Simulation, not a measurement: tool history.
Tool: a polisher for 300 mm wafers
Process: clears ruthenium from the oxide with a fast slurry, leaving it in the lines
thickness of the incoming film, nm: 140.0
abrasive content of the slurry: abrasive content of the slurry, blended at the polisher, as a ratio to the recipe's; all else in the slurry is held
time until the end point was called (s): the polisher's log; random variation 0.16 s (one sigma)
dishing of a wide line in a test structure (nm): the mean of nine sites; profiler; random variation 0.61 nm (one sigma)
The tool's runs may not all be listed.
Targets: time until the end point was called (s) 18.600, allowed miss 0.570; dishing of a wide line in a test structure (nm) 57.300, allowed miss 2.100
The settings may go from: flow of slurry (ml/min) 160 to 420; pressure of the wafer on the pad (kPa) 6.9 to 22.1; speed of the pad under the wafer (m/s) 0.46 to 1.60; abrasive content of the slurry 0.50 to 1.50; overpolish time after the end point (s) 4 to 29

run,hour,flow of slurry (ml/min),pressure of the wafer on the pad (kPa),speed of the pad under the wafer (m/s),abrasive content of the slurry,overpolish time after the end point (s),time until the end point was called (s),dishing of a wide line in a test structure (nm)
1,0.0,270,14.5,1.02,1.00,15,39.248,38.258
2,6.3,270,14.5,1.02,1.10,15,38.139,38.379
3,11.3,270,14.5,1.02,1.10,13,38.181,33.658
4,15.2,270,14.5,1.02,1.20,13,37.150,34.639
5,19.1,270,15.9,1.02,1.20,13,34.640,36.875
6,25.4,220,15.9,1.02,1.20,13,35.627,37.037
7,32.5,235,16.5,1.06,1.20,13,31.480,38.384
8,34.3,300,20.7,1.10,1.25,17,23.616,53.972
9,40.6,300,20.7,1.12,1.25,17,23.463,52.873
10,45.8,300,20.7,1.14,1.25,17,22.889,54.729
11,52.8,300,20.7,1.16,1.25,17,22.918,54.858
12,58.8,300,20.7,1.18,1.25,17,22.309,55.551
13,61.3,300,20.7,1.20,1.25,17,22.002,56.296
14,64.3,300,20.7,1.20,1.25,17,22.128,56.980

Which of these 4 next moves meets every target?
A,67.3,330,17.9,1.18,1.05,22,?,?
B,67.3,355,19.3,1.40,1.30,13,?,?
C,67.3,345,22.1,1.36,1.15,19,?,?
D,67.3,235,22.1,1.38,1.20,15,?,?

move,time until the end point was called (s),dishing of a wide line in a test structure (nm)
A,26.772,57.457
B,19.856,51.520
C,18.563,62.609
D,18.736,56.800
A: further off than the last run
B: nearer than the last run, and not there yet
C: brings the result that was furthest off to its target, and leaves another outside
D: meets every target
Move D is the one to make.
